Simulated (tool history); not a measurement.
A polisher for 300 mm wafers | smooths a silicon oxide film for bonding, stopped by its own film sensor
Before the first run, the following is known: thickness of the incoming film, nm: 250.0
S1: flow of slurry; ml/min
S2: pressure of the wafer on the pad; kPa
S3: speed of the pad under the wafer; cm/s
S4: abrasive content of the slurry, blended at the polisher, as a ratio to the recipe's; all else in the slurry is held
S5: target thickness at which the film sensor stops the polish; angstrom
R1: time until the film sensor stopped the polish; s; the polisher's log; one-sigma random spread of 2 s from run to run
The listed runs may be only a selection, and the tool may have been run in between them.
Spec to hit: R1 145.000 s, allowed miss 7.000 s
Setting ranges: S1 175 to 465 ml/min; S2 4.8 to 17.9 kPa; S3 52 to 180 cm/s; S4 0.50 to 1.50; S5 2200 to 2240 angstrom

run	day	S1	S2	S3	S4	S5	R1
1	0.000	295	11.0	116	1.00	2200	55.871
2	0.267	295	9.7	104	1.00	2200	66.649
3	0.400	290	8.3	92	0.95	2200	90.903
4	0.542	290	9.7	92	0.95	2200	75.810
5	0.588	290	11.0	92	0.95	2200	68.291
6	0.617	290	11.0	92	1.00	2200	66.207
7	0.658	290	9.7	86	1.00	2200	79.880
8	0.750	290	8.3	82	1.00	2200	95.014
9	0.812	290	7.6	80	1.00	2200	106.660
10	1.179	290	6.9	80	1.00	2200	117.230
11	1.492	290	6.2	80	1.00	2200	127.220

Of the 5 settings listed for the next run, only one would bring every result within its allowed miss of target. Which one?
A	1.804	300	6.2	62	0.85	2240	?
B	1.804	405	5.5	54	1.25	2220	?
C	1.804	295	6.9	68	1.05	2210	?
D	1.804	290	5.5	86	1.15	2210	?
E	1.804	290	6.9	74	0.90	2200	?

move	R1
A	147.810
B	164.730
C	126.300
D	124.730
E	130.850
A: hits every target within its allowed miss
B: takes the result that was furthest off past its target
C: misses by more than the last run did
D: misses by more than the last run did
E: nearer the targets than the last run, but a result is still out of spec
The move that meets every target is A.
